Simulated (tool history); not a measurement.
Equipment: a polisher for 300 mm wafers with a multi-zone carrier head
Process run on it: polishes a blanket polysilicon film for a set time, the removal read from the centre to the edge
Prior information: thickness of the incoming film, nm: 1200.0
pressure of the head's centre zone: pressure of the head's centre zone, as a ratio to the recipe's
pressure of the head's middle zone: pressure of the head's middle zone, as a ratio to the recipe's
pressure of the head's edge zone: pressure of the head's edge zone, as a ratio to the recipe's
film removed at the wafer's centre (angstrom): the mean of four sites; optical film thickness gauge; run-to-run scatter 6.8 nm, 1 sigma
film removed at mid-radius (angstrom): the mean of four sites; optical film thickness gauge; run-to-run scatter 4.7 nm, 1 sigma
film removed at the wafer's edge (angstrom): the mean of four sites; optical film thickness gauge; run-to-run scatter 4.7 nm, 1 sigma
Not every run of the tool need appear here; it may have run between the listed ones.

run  hour  flow of slurry (ml/min)  pressure of the head's centre zone  pressure of the head's middle zone  pressure of the head's edge zone  polishing time (s)  film removed at the wafer's centre (angstrom)  film removed at mid-radius (angstrom)  film removed at the wafer's edge (angstrom)
  1   0.0                      230                                1.00                                1.00                              1.00                  66                                         3918.9                                 3775.8                                       3876.6
  2   1.2                      235                                0.99                                1.02                              1.03                  69                                         4102.7                                 4096.3                                       4075.8
  3   4.3                      235                                0.97                                1.01                              1.05                  73                                         4218.4                                 4258.2                                       4364.3
  4  11.8                      200                                0.97                                1.01                              1.05                  73                                         3894.3                                 4090.5                                       4283.7
  5  16.9                      200                                0.97                                0.93                              1.05                  73                                         3991.2                                 3932.9                                       4275.2
  6  17.4                      245                                0.97                                0.93                              1.05                  73                                         4046.3                                 4003.7                                       4437.9
  7  18.6                      260                                0.97                                0.96                              1.07                  75                                         4320.5                                 4177.4                                       4613.1

Predict the results of run 8:
  8  20.4                      265                                0.96                                0.99                              1.08                  77                                              ?                                      ?                                            ?

{"run 8": {"film removed at the wafer's centre (angstrom)": 4320.7, "film removed at mid-radius (angstrom)": 4459.7, "film removed at the wafer's edge (angstrom)": 4734.9}}

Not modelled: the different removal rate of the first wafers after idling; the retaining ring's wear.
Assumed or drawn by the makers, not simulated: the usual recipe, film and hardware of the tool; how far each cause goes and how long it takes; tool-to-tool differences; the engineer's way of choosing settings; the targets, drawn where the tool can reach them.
